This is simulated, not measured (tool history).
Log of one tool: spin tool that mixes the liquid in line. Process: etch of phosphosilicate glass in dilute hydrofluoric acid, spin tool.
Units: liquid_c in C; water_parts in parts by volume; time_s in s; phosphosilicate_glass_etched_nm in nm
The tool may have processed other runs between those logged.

| run | hour | liquid_c | water_parts | time_s | phosphosilicate_glass_etched_nm |
|---|---|---|---|---|---|
| 1 | 0 | 21 | 170 | 115 | 63.024 |
| 2 | 2 | 22 | 165 | 115 | 67.985 |
| 3 | 2.9 | 22 | 165 | 120 | 71.67 |
| 4 | 7.6 | 22.5 | 160 | 120 | 76.255 |
| 5 | 13.1 | 22.5 | 160 | 115 | 71.763 |
| 6 | 21.4 | 22.5 | 160 | 120 | 74.807 |
| 7 | 25.2 | 23 | 155 | 120 | 80.305 |

Run 8, settings as shown, results not yet in. Your forecast:
| 8 | 27.2 | 23 | 155 | 120 | ? |

Run 8 measured phosphosilicate_glass_etched_nm 79.905 nm.
